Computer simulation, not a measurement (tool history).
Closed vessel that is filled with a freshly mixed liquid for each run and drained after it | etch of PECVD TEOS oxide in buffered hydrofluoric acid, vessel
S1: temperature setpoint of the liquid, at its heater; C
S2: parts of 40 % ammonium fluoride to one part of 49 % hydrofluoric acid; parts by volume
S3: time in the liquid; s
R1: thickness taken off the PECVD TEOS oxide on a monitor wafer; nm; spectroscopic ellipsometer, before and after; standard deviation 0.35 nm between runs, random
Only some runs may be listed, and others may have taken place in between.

run 1 hour=0.0 | S1=25.0 S2=18.0 S3=85 | R1=124.300
run 2 hour=2.3 | S1=23.5 S2=18.0 S3=85 | R1=113.760
run 3 hour=10.2 | S1=23.5 S2=22.5 S3=85 | R1=92.166
run 4 hour=15.9 | S1=23.5 S2=22.5 S3=85 | R1=91.536
run 5 hour=22.0 | S1=23.5 S2=22.5 S3=90 | R1=98.156
run 6 hour=26.5 | S1=23.5 S2=18.0 S3=90 | R1=120.150
run 7 hour=31.8 | S1=22.5 S2=18.0 S3=90 | R1=113.590
run 8 hour=33.7 | S1=21.5 S2=18.0 S3=90 | R1=107.080
run 9 hour=38.4 | S1=21.5 S2=18.0 S3=90 | R1=108.390
run 10 hour=40.3 | S1=21.5 S2=18.0 S3=90 | R1=107.480

Run 11 comes next. What will it give?
run 11 hour=43.1 | S1=20.5 S2=18.0 S3=90 | R1=?

R1: 102.230 nm
